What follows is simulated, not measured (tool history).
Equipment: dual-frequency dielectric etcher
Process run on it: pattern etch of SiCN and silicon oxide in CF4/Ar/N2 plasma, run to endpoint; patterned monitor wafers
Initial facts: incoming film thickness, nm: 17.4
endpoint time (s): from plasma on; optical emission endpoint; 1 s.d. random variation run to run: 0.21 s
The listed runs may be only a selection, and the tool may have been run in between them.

{"run": 1, "day": 0.0, "source power (W)": 490, "bias power (W)": 75, "Ar flow (sccm)": 112, "CF4 flow (sccm)": 65, "endpoint time (s)": 18.238}
{"run": 2, "day": 0.342, "source power (W)": 470, "bias power (W)": 74, "Ar flow (sccm)": 112, "CF4 flow (sccm)": 65, "endpoint time (s)": 18.99}
{"run": 3, "day": 0.683, "source power (W)": 500, "bias power (W)": 74, "Ar flow (sccm)": 112, "CF4 flow (sccm)": 65, "endpoint time (s)": 17.782}
{"run": 4, "day": 0.867, "source power (W)": 420, "bias power (W)": 74, "Ar flow (sccm)": 112, "CF4 flow (sccm)": 65, "endpoint time (s)": 20.883}
{"run": 5, "day": 1.171, "source power (W)": 410, "bias power (W)": 74, "Ar flow (sccm)": 112, "CF4 flow (sccm)": 65, "endpoint time (s)": 22.011}
{"run": 6, "day": 1.362, "source power (W)": 410, "bias power (W)": 74, "Ar flow (sccm)": 102, "CF4 flow (sccm)": 65, "endpoint time (s)": 21.617}
{"run": 7, "day": 1.629, "source power (W)": 400, "bias power (W)": 74, "Ar flow (sccm)": 102, "CF4 flow (sccm)": 65, "endpoint time (s)": 21.847}

Estimate the outcome of run 8 from the log above:
{"run": 8, "day": 1.712, "source power (W)": 390, "bias power (W)": 74, "Ar flow (sccm)": 102, "CF4 flow (sccm)": 65, "endpoint time (s)": "?"}

endpoint time (s): 22.395

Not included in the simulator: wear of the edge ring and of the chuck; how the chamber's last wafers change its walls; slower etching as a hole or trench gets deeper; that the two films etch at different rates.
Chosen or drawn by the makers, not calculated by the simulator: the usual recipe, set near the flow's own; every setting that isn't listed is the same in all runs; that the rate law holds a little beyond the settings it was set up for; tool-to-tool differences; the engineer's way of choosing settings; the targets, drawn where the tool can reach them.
